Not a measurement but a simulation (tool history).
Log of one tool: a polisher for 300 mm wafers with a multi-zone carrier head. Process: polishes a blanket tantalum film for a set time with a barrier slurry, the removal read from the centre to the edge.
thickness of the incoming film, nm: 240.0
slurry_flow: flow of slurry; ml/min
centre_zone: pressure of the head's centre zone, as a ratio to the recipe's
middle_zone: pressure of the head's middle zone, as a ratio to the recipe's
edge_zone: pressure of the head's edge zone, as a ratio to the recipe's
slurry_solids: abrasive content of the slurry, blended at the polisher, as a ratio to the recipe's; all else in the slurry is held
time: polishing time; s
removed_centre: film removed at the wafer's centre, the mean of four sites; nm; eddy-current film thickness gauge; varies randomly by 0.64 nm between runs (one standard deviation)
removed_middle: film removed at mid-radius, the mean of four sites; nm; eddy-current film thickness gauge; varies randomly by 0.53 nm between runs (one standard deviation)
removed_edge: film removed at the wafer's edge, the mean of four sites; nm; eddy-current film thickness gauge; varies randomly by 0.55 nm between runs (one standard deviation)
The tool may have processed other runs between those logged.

run  hour  slurry_flow  centre_zone  middle_zone  edge_zone  slurry_solids  time  removed_centre  removed_middle  removed_edge
  1   0.0          170         1.00         1.00       1.00           1.00    58         101.990         103.060       102.770
  2   1.0          190         1.00         1.00       1.00           1.00    58         103.880         106.250       105.070
  3  10.0          180         1.00         0.99       0.98           0.95    58         100.260         102.470       100.180
  4  12.0          170         1.00         0.97       0.96           0.90    58          97.827          97.045        96.494
  5  16.2          165         1.00         0.96       0.94           0.85    58          95.349          94.437        92.704
  6  21.0          160         1.00         0.95       0.92           0.85    58          93.938          93.374        92.972
  7  24.2          155         1.01         0.94       0.91           0.80    58          92.917          90.073        89.057
  8  30.8          150         1.01         0.93       0.90           0.80    58          91.931          89.254        88.680
  9  37.5          150         1.01         0.93       0.90           0.80    58          92.089          88.567        88.365
 10  38.1          150         1.01         0.93       0.90           0.80    58          91.671          89.152        89.392
 11  46.4          150         1.01         0.93       0.90           0.80    58          91.439          88.700        87.327
 12  48.2          145         1.01         0.92       0.89           0.80    58          91.031          86.942        86.109
 13  56.7          110         1.00         0.90       0.81           0.65    58          76.067          72.973        71.831
 14  58.0          115         1.00         0.90       0.81           0.65    58          76.978          72.630        72.638
 15  66.5          120         1.00         0.90       0.81           0.65    58          78.357          73.247        73.263
 16  67.6          125         1.00         0.91       0.81           0.65    58          78.174          75.341        73.942

Forecast run 17:
 17  76.2          130         1.00         0.91       0.81           0.65    58               ?               ?             ?

{"run 17": {"removed_centre": 78.799, "removed_middle": 76.214, "removed_edge": 75.208}}

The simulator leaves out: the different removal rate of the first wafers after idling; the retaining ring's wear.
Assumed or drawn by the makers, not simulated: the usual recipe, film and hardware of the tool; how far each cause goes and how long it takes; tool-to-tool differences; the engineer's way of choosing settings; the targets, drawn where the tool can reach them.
